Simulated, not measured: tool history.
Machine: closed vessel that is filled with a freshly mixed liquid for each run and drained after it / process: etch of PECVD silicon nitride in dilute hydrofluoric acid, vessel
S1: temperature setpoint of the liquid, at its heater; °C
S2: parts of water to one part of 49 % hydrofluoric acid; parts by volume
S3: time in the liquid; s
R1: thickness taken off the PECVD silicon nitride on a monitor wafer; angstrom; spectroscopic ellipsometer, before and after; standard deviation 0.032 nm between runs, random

run 1 hour=0 | S1=22 S2=245 S3=755 | R1=82.953
run 2 hour=8.6 | S1=22 S2=245 S3=755 | R1=83.569
run 3 hour=11.9 | S1=22 S2=245 S3=550 | R1=60.609
run 4 hour=17.4 | S1=22.5 S2=245 S3=550 | R1=62.102
run 5 hour=20.2 | S1=24.5 S2=245 S3=550 | R1=70.766
-- hour=22.8 thermometer replaced
run 6 hour=22.8 | S1=22 S2=245 S3=550 | R1=55.481
run 7 hour=31.4 | S1=22.5 S2=245 S3=550 | R1=57.502
run 8 hour=34.3 | S1=23 S2=245 S3=550 | R1=59.435
run 9 hour=36.5 | S1=23 S2=245 S3=550 | R1=59.27

What will run 10 give?
run 10 hour=42.5 | S1=24 S2=245 S3=550 | R1=?

Run 10 came out at R1 63.223 angstrom.

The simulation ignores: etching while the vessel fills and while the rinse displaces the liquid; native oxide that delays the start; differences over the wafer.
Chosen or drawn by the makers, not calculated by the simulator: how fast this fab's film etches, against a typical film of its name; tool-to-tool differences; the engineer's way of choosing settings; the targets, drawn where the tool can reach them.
